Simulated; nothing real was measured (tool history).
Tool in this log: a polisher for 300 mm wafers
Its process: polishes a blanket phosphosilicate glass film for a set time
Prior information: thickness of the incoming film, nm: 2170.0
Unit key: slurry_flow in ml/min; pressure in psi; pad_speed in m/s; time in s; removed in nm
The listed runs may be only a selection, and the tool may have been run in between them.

| run | hour | slurry_flow | pressure | pad_speed | slurry_solids | time | removed |
|---|---|---|---|---|---|---|---|
| 1 | 0 | 125 | 2.5 | 0.8 | 1 | 72 | 474.13 |
| 2 | 4 | 125 | 2.5 | 0.8 | 1 | 75 | 506.37 |
| 3 | 11.5 | 125 | 2.5 | 0.8 | 1.1 | 75 | 521.9 |
| 4 | 15.8 | 125 | 2.6 | 0.8 | 1.1 | 75 | 543.88 |
| 5 | 18.4 | 125 | 2.7 | 0.8 | 1.1 | 75 | 542.54 |
| 6 | 21 | 125 | 2.7 | 0.62 | 1.1 | 75 | 445.38 |
| 7 | 25.2 | 125 | 2.9 | 0.62 | 1.1 | 75 | 478.76 |
| 8 | 31.6 | 125 | 3.1 | 0.62 | 1.1 | 75 | 501 |
| 9 | 39.6 | 125 | 3.1 | 0.62 | 1.1 | 75 | 504.07 |

Predict the results of run 10:
| 10 | 43.5 | 125 | 3.2 | 0.62 | 1.1 | 75 | ? |

removed: 503.6 nm

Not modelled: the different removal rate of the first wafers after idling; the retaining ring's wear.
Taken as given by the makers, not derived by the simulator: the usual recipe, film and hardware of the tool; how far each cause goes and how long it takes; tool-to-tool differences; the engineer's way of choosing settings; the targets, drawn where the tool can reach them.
